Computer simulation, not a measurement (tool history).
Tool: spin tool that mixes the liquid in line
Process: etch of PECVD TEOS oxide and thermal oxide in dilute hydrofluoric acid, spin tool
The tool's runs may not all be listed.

run,day,temperature setpoint of the liquid (°C),parts of water to one part of 49 % hydrofluoric acid (parts by volume),time under the liquid (s),thickness taken off the PECVD TEOS oxide on a monitor wafer (nm),thickness taken off the thermal oxide on a monitor wafer (nm)
1,0,21,80,165,16.974,9.1344
2,0.042,21,95,165,13.907,7.5303
3,0.254,19,95,165,13.007,6.9375
4,0.288,18.5,100,165,12.003,6.5101
5,0.325,18.5,130,165,8.9693,4.7932
# day 0.492: hydrofluoric acid flow meter replaced
6,0.492,19,130,165,8.4831,4.5863
7,0.846,20.5,130,165,9.0148,4.8782

Run 8 comes next. What will it give?
8,1.208,21,130,165,?,?

Run 8 gave thickness taken off the PECVD TEOS oxide on a monitor wafer (nm) 9.3049, thickness taken off the thermal oxide on a monitor wafer (nm) 4.937.
